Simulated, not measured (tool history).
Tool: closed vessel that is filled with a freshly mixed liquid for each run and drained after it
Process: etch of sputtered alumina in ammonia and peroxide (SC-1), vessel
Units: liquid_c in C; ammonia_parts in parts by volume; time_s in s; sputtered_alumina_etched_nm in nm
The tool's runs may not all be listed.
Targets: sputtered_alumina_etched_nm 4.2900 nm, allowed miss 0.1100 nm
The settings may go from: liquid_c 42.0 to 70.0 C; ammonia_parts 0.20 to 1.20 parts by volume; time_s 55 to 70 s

run  hour  liquid_c  ammonia_parts  time_s  sputtered_alumina_etched_nm
  1   0.0      58.0           0.70      70                       5.5328
  2   1.8      63.5           0.70      70                       7.2222
  3   4.2      62.0           0.70      70                       6.7525
  4   9.1      68.0           0.70      70                       9.1298
  5  12.9      68.0           0.70      55                       7.0156
  6  19.7      61.5           0.70      55                       5.1757
  7  23.7      61.0           0.70      55                       5.0894
  8  30.0      57.0           0.70      55                       4.0917

5 next moves are on the table. One of them brings every result within its allowed miss. Which?
  A  36.3      59.0           0.95      55                            ?
  B  36.3      57.0           0.75      60                            ?
  C  36.3      57.5           0.75      60                            ?
  D  36.3      55.0           0.60      70                            ?
  E  36.3      56.5           0.60      60                            ?

move  sputtered_alumina_etched_nm
   A                       4.7063
   B                       4.5245
   C                       4.6443
   D                       4.6508
   E                       4.3152
A: takes the result that was furthest off past its target
B: takes the result that was furthest off past its target
C: takes the result that was furthest off past its target
D: takes the result that was furthest off past its target
E: meets every target
Answer: E

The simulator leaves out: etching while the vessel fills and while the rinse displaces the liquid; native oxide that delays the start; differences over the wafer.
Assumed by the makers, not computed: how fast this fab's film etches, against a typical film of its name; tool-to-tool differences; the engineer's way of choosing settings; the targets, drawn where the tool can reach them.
